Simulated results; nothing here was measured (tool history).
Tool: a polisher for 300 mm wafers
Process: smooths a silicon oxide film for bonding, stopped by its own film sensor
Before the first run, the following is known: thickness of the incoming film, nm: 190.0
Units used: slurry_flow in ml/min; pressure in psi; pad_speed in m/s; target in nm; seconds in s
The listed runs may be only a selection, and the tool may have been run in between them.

| run | hour | slurry_flow | pressure | pad_speed | slurry_solids | target | seconds |
|---|---|---|---|---|---|---|---|
| 1 | 0.0 | 290 | 2.6 | 0.84 | 1.0 | 173 | 19.128 |
| 2 | 2.5 | 330 | 2.6 | 0.84 | 1.0 | 173 | 18.833 |
| 3 | 8.5 | 330 | 2.6 | 0.98 | 1.0 | 173 | 16.965 |
| 4 | 16.4 | 305 | 2.6 | 0.98 | 1.0 | 173 | 17.185 |
| 5 | 25.0 | 305 | 2.3 | 0.98 | 1.0 | 173 | 18.307 |
| 6 | 28.3 | 305 | 2.0 | 0.96 | 1.0 | 173 | 20.091 |
| 7 | 32.2 | 305 | 1.8 | 0.94 | 1.0 | 173 | 22.034 |

The next listed run, before its measurement:
| 8 | 33.4 | 305 | 1.7 | 0.94 | 1.0 | 173 | ? |

{"run 8": {"seconds": 22.295}}
